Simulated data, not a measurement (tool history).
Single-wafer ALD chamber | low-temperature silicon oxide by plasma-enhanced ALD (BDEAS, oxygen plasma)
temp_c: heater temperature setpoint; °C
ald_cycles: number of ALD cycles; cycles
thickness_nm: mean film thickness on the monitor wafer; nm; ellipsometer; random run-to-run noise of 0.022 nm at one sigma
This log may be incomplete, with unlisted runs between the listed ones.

run,hour,temp_c,ald_cycles,thickness_nm
1,0.0,95,55,8.3694
2,1.5,97,54,8.0792
3,7.0,93,54,8.2348
4,8.0,93,60,9.1488
# hour 15.4: thermocouple changed; heater temperature recalibrated
5,15.4,93,56,8.3342
6,18.2,93,55,8.2055
7,27.1,93,54,8.0792
8,34.3,93,53,7.8977
9,41.9,93,52,7.7899
10,47.1,93,51,7.6118

Run 11, settings as shown, results not yet in. Your forecast:
11,50.8,93,51,?

Run 11 produced thickness_nm 7.5790 nm.

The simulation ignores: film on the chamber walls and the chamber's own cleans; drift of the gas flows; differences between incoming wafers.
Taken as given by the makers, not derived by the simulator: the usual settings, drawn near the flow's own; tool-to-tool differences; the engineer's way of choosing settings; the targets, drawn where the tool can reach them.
